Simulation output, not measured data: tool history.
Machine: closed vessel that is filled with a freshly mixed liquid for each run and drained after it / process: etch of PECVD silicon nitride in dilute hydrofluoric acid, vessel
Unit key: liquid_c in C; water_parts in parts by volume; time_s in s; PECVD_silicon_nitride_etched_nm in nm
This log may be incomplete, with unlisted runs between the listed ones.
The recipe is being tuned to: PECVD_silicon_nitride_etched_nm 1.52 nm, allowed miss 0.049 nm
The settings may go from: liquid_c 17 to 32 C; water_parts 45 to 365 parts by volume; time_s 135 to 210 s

| run | hour | liquid_c | water_parts | time_s | PECVD_silicon_nitride_etched_nm |
|---|---|---|---|---|---|
| 1 | 0 | 24 | 205 | 210 | 1.7984 |
| 2 | 6.9 | 26 | 205 | 210 | 2.0285 |
| 3 | 10.9 | 24.5 | 205 | 210 | 1.8456 |
| 4 | 20.1 | 24.5 | 230 | 210 | 1.6689 |
| 5 | 22 | 24.5 | 230 | 135 | 1.0878 |
| 6 | 26.1 | 26 | 230 | 135 | 1.2052 |
| 7 | 35.4 | 27.5 | 225 | 135 | 1.3279 |
| 8 | 38.5 | 28.5 | 220 | 135 | 1.4204 |

Which of these 4 next moves meets every target?
| A | 41.6 | 25.5 | 210 | 165 | ? |
| B | 41.6 | 27 | 290 | 185 | ? |
| C | 41.6 | 28 | 275 | 155 | ? |
| D | 41.6 | 29 | 235 | 135 | ? |

| move | PECVD_silicon_nitride_etched_nm |
|---|---|
| A | 1.547 |
| B | 1.3746 |
| C | 1.2895 |
| D | 1.3982 |
A: each result inside its tolerance
B: the biggest miss grows against the last run
C: the biggest miss grows against the last run
D: the biggest miss grows against the last run
The move that meets every target is A.

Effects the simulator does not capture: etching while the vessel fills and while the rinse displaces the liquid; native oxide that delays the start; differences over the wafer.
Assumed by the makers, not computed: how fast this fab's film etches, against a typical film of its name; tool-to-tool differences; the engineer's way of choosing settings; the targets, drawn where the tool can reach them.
